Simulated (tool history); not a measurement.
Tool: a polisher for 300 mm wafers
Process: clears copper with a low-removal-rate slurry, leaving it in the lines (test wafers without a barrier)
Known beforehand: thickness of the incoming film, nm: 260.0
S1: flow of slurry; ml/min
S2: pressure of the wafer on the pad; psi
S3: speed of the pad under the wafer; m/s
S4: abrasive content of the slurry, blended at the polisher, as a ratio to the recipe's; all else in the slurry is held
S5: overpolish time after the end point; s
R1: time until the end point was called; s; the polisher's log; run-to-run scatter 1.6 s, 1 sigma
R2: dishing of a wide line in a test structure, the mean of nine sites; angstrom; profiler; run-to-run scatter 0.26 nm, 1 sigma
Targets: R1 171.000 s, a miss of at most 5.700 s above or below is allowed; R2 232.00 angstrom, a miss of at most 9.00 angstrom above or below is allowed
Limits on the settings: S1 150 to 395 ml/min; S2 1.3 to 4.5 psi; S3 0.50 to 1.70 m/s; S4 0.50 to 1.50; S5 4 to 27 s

Run 1, hour 0.0: S1 250 ml/min, S2 2.9 psi, S3 1.10 m/s, S4 1.00, S5 14 s. Result: R1 92.802 s, R2 251.58 angstrom.
Run 2, hour 2.9: S1 250 ml/min, S2 2.9 psi, S3 1.10 m/s, S4 1.00, S5 17 s. Result: R1 94.764 s, R2 295.61 angstrom.
Run 3, hour 7.1: S1 250 ml/min, S2 2.9 psi, S3 1.10 m/s, S4 1.00, S5 14 s. Result: R1 93.738 s, R2 253.10 angstrom.
Run 4, hour 14.9: S1 245 ml/min, S2 2.4 psi, S3 1.10 m/s, S4 1.00, S5 16 s. Result: R1 112.410 s, R2 243.53 angstrom.
Run 5, hour 18.0: S1 180 ml/min, S2 2.4 psi, S3 1.10 m/s, S4 1.00, S5 16 s. Result: R1 115.910 s, R2 233.84 angstrom.
Run 6, hour 23.3: S1 180 ml/min, S2 2.1 psi, S3 1.10 m/s, S4 1.00, S5 18 s. Result: R1 129.420 s, R2 233.74 angstrom.
Run 7, hour 27.9: S1 180 ml/min, S2 1.9 psi, S3 1.10 m/s, S4 1.00, S5 19 s. Result: R1 141.500 s, R2 229.57 angstrom.
Run 8, hour 32.4: S1 180 ml/min, S2 1.8 psi, S3 1.10 m/s, S4 1.00, S5 20 s. Result: R1 149.250 s, R2 232.85 angstrom.
Run 9, hour 37.8: S1 180 ml/min, S2 1.7 psi, S3 1.10 m/s, S4 1.00, S5 21 s. Result: R1 154.840 s, R2 226.28 angstrom.
Run 10, hour 40.4: S1 180 ml/min, S2 1.7 psi, S3 1.10 m/s, S4 1.00, S5 21 s. Result: R1 156.990 s, R2 222.82 angstrom.
Run 11, hour 45.3: S1 180 ml/min, S2 1.7 psi, S3 1.10 m/s, S4 1.00, S5 22 s. Result: R1 155.980 s, R2 239.40 angstrom.
Run 12, hour 47.9: S1 180 ml/min, S2 1.6 psi, S3 1.10 m/s, S4 1.00, S5 22 s. Result: R1 164.240 s, R2 227.20 angstrom.
Run 13, hour 52.9: S1 180 ml/min, S2 1.6 psi, S3 1.10 m/s, S4 1.00, S5 23 s. Result: R1 163.020 s, R2 234.13 angstrom.

Pick the move, out of 4, that brings all results within their allowed miss; only one does.
Run A, hour 57.9: S1 160 ml/min, S2 1.3 psi, S3 1.20 m/s, S4 1.20, S5 27 s. Result: R1 ?, R2 ?.
Run B, hour 57.9: S1 150 ml/min, S2 1.7 psi, S3 1.00 m/s, S4 1.10, S5 24 s. Result: R1 ?, R2 ?.
Run C, hour 57.9: S1 180 ml/min, S2 1.4 psi, S3 1.04 m/s, S4 1.05, S5 26 s. Result: R1 ?, R2 ?.
Run D, hour 57.9: S1 150 ml/min, S2 1.7 psi, S3 0.92 m/s, S4 1.10, S5 26 s. Result: R1 ?, R2 ?.

move       R1      R2
   A  172.880  256.21
   B  171.900  239.18
   C  188.460  234.28
   D  186.320  239.09
A: brings the last run's worst result on target, with another outside its allowed miss
B: every result within its allowed miss
C: pushes the last run's worst result past its target
D: pushes the last run's worst result past its target
Correct choice: B, which meets every target

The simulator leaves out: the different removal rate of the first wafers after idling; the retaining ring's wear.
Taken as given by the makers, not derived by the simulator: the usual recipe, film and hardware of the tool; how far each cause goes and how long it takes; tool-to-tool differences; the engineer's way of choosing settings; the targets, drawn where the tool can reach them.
